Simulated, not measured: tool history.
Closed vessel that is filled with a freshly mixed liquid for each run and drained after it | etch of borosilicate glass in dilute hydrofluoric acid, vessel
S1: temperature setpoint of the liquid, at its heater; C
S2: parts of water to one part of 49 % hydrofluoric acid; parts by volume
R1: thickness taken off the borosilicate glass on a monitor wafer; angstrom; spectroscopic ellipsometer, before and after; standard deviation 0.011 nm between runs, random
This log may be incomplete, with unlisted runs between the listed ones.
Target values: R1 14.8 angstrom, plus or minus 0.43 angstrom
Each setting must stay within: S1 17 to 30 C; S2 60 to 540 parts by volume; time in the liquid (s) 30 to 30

{"run": 1, "hour": 0.0, "S1": 22, "S2": 300, "time in the liquid (s)": 30, "R1": 28.94}
{"run": 2, "hour": 3.3, "S1": 22, "S2": 200, "time in the liquid (s)": 30, "R1": 48.518}
{"run": 3, "hour": 8.8, "S1": 20.5, "S2": 270, "time in the liquid (s)": 30, "R1": 31.02}
{"run": 4, "hour": 15.6, "S1": 20.5, "S2": 270, "time in the liquid (s)": 30, "R1": 31.613}
{"run": 5, "hour": 24.3, "S1": 20.5, "S2": 270, "time in the liquid (s)": 30, "R1": 31.354}
{"run": 6, "hour": 32.7, "S1": 18, "S2": 270, "time in the liquid (s)": 30, "R1": 29.12}
{"run": 7, "hour": 39.6, "S1": 17.5, "S2": 315, "time in the liquid (s)": 30, "R1": 23.564}
{"run": 8, "hour": 41.0, "S1": 17.5, "S2": 350, "time in the liquid (s)": 30, "R1": 20.487}
{"run": 9, "hour": 42.6, "S1": 17.5, "S2": 375, "time in the liquid (s)": 30, "R1": 18.82}
{"hour": 46.7, "done": "thermometer replaced"}
{"run": 10, "hour": 46.7, "S1": 17, "S2": 440, "time in the liquid (s)": 30, "R1": 13.656}
{"run": 11, "hour": 52.1, "S1": 18, "S2": 440, "time in the liquid (s)": 30, "R1": 14.051}
{"run": 12, "hour": 61.1, "S1": 18.5, "S2": 440, "time in the liquid (s)": 30, "R1": 14.348}

4 next moves are on the table. One of them brings every result within its allowed miss. Which?
{"run": "A", "hour": 70.1, "S1": 17, "S2": 445, "time in the liquid (s)": 30, "R1": "?"}
{"run": "B", "hour": 70.1, "S1": 17, "S2": 415, "time in the liquid (s)": 30, "R1": "?"}
{"run": "C", "hour": 70.1, "S1": 18.5, "S2": 445, "time in the liquid (s)": 30, "R1": "?"}
{"run": "D", "hour": 70.1, "S1": 21.5, "S2": 445, "time in the liquid (s)": 30, "R1": "?"}

move=A R1=13.339
move=B R1=14.633
move=C R1=14.059
move=D R1=15.566
A: misses by more than the last run did
B: in spec on every target
C: misses by more than the last run did
D: carries the result that was furthest off beyond its target, to the other side
B is the move that brings every result within its allowed miss.
